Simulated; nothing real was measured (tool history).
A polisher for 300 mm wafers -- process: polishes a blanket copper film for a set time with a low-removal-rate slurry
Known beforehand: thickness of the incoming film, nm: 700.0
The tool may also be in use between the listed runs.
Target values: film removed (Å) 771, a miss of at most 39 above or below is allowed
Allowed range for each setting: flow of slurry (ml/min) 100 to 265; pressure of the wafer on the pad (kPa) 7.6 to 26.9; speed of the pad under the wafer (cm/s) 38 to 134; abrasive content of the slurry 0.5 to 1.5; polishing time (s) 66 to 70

run	hour	flow of slurry (ml/min)	pressure of the wafer on the pad (kPa)	speed of the pad under the wafer (cm/s)	abrasive content of the slurry	polishing time (s)	film removed (Å)
1	0	170	17.2	86	1	66	1520.3
2	5.7	170	15.9	84	1	66	1355.4
3	13.1	170	15.9	84	0.9	66	1331.8
4	20.6	170	20	84	0.9	66	1691.3
5	24.5	170	20	84	0.9	66	1628.6
6	30.4	170	17.9	82	0.9	66	1504.9
7	32.8	170	16.5	80	0.9	66	1348
8	33.3	170	15.2	78	0.9	66	1194.8
9	38.5	170	15.2	78	0.9	66	1168.7
10	43.2	170	14.5	78	0.9	66	1160.3
11	48.6	170	13.1	78	0.9	66	1065.9
12	57.1	170	12.4	78	0.9	66	992.02
13	60.2	170	11.7	78	0.9	66	930.92
14	66.5	170	11	78	0.9	66	900.96

Which one of the following 5 next-run settings gets every result inside its allowed miss? There is exactly one.
A	72.8	210	10.3	80	0.65	70	?
B	72.8	150	11	76	0.8	67	?
C	72.8	155	12.4	38	0.9	67	?
D	72.8	195	10.3	74	0.9	69	?
E	72.8	195	9.7	74	0.85	66	?

move	film removed (Å)
A	856.96
B	846.45
C	669.52
D	851.54
E	754.04
A: closer than the last run, but not yet in spec
B: closer than the last run, but not yet in spec
C: carries the result that was furthest off beyond its target, to the other side
D: closer than the last run, but not yet in spec
E: in spec on every target
E is the move that brings every result within its allowed miss.
